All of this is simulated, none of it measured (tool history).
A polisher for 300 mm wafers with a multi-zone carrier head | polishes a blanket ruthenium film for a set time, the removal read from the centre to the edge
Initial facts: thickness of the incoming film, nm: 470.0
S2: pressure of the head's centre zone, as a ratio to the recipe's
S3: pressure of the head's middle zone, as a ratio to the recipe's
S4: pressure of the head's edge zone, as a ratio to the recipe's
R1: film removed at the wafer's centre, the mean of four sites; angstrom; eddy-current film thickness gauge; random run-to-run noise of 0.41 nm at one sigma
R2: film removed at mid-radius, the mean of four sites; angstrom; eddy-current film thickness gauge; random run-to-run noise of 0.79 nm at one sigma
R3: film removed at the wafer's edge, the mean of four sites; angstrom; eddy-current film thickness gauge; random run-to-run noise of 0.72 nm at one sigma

{"run": 1, "hour": 0.0, "flow of slurry (ml/min)": 205, "S2": 1, "S3": 1, "S4": 1, "polishing time (s)": 34, "R1": 575.94, "R2": 627.18, "R3": 623.63}
{"run": 2, "hour": 6.7, "flow of slurry (ml/min)": 205, "S2": 1, "S3": 1, "S4": 0.97, "polishing time (s)": 34, "R1": 571.03, "R2": 623.17, "R3": 602.48}
{"run": 3, "hour": 14.5, "flow of slurry (ml/min)": 205, "S2": 1.03, "S3": 1, "S4": 0.97, "polishing time (s)": 34, "R1": 594.56, "R2": 612.07, "R3": 581.46}
{"run": 4, "hour": 19.4, "flow of slurry (ml/min)": 205, "S2": 1.03, "S3": 1.05, "S4": 0.97, "polishing time (s)": 34, "R1": 585.97, "R2": 631.91, "R3": 613.37}
{"run": 5, "hour": 24.3, "flow of slurry (ml/min)": 205, "S2": 1.03, "S3": 1.05, "S4": 1.02, "polishing time (s)": 34, "R1": 597.35, "R2": 650.01, "R3": 606.31}
{"run": 6, "hour": 30.5, "flow of slurry (ml/min)": 205, "S2": 1.05, "S3": 1.05, "S4": 1.01, "polishing time (s)": 33, "R1": 576.77, "R2": 622.22, "R3": 587.31}
{"run": 7, "hour": 35.3, "flow of slurry (ml/min)": 205, "S2": 1.07, "S3": 1.05, "S4": 0.99, "polishing time (s)": 33, "R1": 595.93, "R2": 624.3, "R3": 575.25}
{"run": 8, "hour": 36.9, "flow of slurry (ml/min)": 200, "S2": 1.08, "S3": 1.04, "S4": 0.97, "polishing time (s)": 33, "R1": 605.55, "R2": 601.08, "R3": 575.4}
{"run": 9, "hour": 43.5, "flow of slurry (ml/min)": 215, "S2": 1.09, "S3": 1.04, "S4": 0.96, "polishing time (s)": 32, "R1": 592.19, "R2": 616.13, "R3": 565.48}
{"run": 10, "hour": 44.6, "flow of slurry (ml/min)": 210, "S2": 1.11, "S3": 1.04, "S4": 0.95, "polishing time (s)": 32, "R1": 598.19, "R2": 602.12, "R3": 553.37}
{"run": 11, "hour": 50.0, "flow of slurry (ml/min)": 205, "S2": 1.12, "S3": 1.04, "S4": 0.94, "polishing time (s)": 32, "R1": 604.25, "R2": 601.21, "R3": 555.65}
{"run": 12, "hour": 55.0, "flow of slurry (ml/min)": 225, "S2": 1.19, "S3": 1.02, "S4": 0.84, "polishing time (s)": 28, "R1": 573.48, "R2": 531.4, "R3": 462.55}
{"hour": 57.0, "done": "centre zone pressure recalibrated"}
{"run": 13, "hour": 57.0, "flow of slurry (ml/min)": 230, "S2": 1.19, "S3": 1.02, "S4": 0.85, "polishing time (s)": 28, "R1": 614, "R2": 518.27, "R3": 466.11}
{"run": 14, "hour": 60.1, "flow of slurry (ml/min)": 225, "S2": 1.19, "S3": 1.03, "S4": 0.86, "polishing time (s)": 28, "R1": 616.55, "R2": 528.21, "R3": 458.29}
{"run": 15, "hour": 62.3, "flow of slurry (ml/min)": 220, "S2": 1.19, "S3": 1.03, "S4": 0.87, "polishing time (s)": 28, "R1": 619.59, "R2": 533.79, "R3": 464.75}

Forecast run 16:
{"run": 16, "hour": 70.5, "flow of slurry (ml/min)": 220, "S2": 1.18, "S3": 1.03, "S4": 0.87, "polishing time (s)": 28, "R1": "?", "R2": "?", "R3": "?"}

{"run 16": {"R1": 610.7, "R2": 525.72, "R3": 477.77}}
